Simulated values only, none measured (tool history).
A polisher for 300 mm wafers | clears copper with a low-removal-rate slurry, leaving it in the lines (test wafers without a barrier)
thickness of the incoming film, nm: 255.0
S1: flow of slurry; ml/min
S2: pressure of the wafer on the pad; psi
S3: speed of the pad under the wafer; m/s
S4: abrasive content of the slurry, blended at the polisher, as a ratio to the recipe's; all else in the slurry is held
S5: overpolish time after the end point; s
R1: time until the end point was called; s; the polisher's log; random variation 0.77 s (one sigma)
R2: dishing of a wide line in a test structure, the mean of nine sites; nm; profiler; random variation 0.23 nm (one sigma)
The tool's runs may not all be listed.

run,day,S1,S2,S3,S4,S5,R1,R2
1,0.000,200,2.3,1.00,1.00,10,115.280,16.1420
2,0.046,205,2.5,1.00,1.00,9,105.910,15.6950
3,0.346,205,2.7,1.00,1.00,8,100.070,15.0250
4,0.538,205,2.7,0.80,1.00,8,124.370,12.5210
5,0.696,205,2.7,0.62,1.00,8,159.340,9.3790
6,0.938,205,2.7,0.62,0.90,8,164.520,9.3206
7,1.225,250,3.3,0.90,1.10,3,87.330,6.5825
8,1.262,250,3.3,0.90,1.10,3,88.188,6.8299
9,1.571,235,3.3,0.94,1.05,3,89.219,6.9279
10,1.925,230,3.3,0.98,1.05,3,84.377,7.0029
11,2.212,225,3.3,1.00,1.05,4,80.913,9.5967
12,2.246,215,3.3,1.02,1.05,4,81.754,9.4525
13,2.383,210,3.3,1.04,1.05,4,80.915,9.6864
14,2.504,205,3.3,1.06,1.05,4,79.754,9.9445
15,2.679,200,3.3,1.08,1.05,4,77.585,10.0800

Run 16 comes next. What will it give?
16,3.012,195,3.3,1.10,1.05,4,?,?

{"run 16": {"R1": 75.077, "R2": 10.113}}
